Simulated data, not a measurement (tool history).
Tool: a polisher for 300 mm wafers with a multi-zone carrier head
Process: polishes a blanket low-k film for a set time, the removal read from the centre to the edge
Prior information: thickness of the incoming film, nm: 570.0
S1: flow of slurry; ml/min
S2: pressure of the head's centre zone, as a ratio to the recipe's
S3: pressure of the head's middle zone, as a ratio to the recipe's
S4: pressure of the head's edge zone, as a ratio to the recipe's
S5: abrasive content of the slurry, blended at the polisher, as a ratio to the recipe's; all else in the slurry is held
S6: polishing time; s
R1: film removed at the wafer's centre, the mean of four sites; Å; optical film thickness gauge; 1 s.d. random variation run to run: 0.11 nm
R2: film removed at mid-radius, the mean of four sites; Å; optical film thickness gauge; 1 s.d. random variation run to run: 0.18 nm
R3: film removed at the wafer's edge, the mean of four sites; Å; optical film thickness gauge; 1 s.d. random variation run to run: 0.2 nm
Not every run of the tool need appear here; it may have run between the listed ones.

run 1 hour=0 | S1=130 S2=1 S3=1 S4=1 S5=1 S6=42 | R1=160.15 R2=164.04 R3=166.21
run 2 hour=3.8 | S1=160 S2=1 S3=1 S4=1 S5=1 S6=42 | R1=167.22 R2=163.62 R3=169.52
run 3 hour=11.5 | S1=150 S2=0.96 S3=0.99 S4=1 S5=1 S6=42 | R1=156.91 R2=166.25 R3=165.32
run 4 hour=16.4 | S1=150 S2=0.96 S3=0.99 S4=0.92 S5=1 S6=42 | R1=159.02 R2=165.47 R3=162.9
run 5 hour=23.5 | S1=150 S2=0.96 S3=0.99 S4=0.92 S5=1 S6=32 | R1=121.4 R2=127.79 R3=124.12
run 6 hour=26.7 | S1=150 S2=0.95 S3=0.99 S4=0.97 S5=1.1 S6=32 | R1=121.72 R2=130.84 R3=131.25
run 7 hour=29.3 | S1=150 S2=0.95 S3=1.01 S4=1 S5=1.2 S6=32 | R1=126.78 R2=137.86 R3=137.23

Expected results for the next run?
run 8 hour=35.8 | S1=150 S2=0.94 S3=1.01 S4=1.03 S5=1.25 S6=32 | R1=? R2=? R3=?

Run 8 measured R1 125.21 Å, R2 137.39 Å, R3 137.43 Å.
